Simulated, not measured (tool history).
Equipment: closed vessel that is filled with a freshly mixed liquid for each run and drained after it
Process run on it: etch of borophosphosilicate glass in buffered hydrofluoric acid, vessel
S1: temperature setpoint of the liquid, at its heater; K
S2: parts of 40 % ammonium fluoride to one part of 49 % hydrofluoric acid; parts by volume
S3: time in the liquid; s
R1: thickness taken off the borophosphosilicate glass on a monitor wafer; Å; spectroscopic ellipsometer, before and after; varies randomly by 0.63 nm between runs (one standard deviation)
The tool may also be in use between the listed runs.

run 1 hour=0 | S1=297.15 S2=12 S3=85 | R1=2106.9
run 2 hour=0.6 | S1=297.15 S2=15 S3=85 | R1=1711.8
run 3 hour=6.1 | S1=296.15 S2=15 S3=85 | R1=1614.1
run 4 hour=12.9 | S1=296.15 S2=15 S3=85 | R1=1600.7
run 5 hour=17 | S1=296.15 S2=12.5 S3=85 | R1=1934.7
run 6 hour=24.7 | S1=299.65 S2=12.5 S3=85 | R1=2298.7
run 7 hour=28.9 | S1=297.15 S2=13.5 S3=85 | R1=1864.7

Run 8 is up next; what results do you expect?
run 8 hour=37.5 | S1=293.15 S2=15.5 S3=85 | R1=?

Run 8 measured R1 1322 Å.
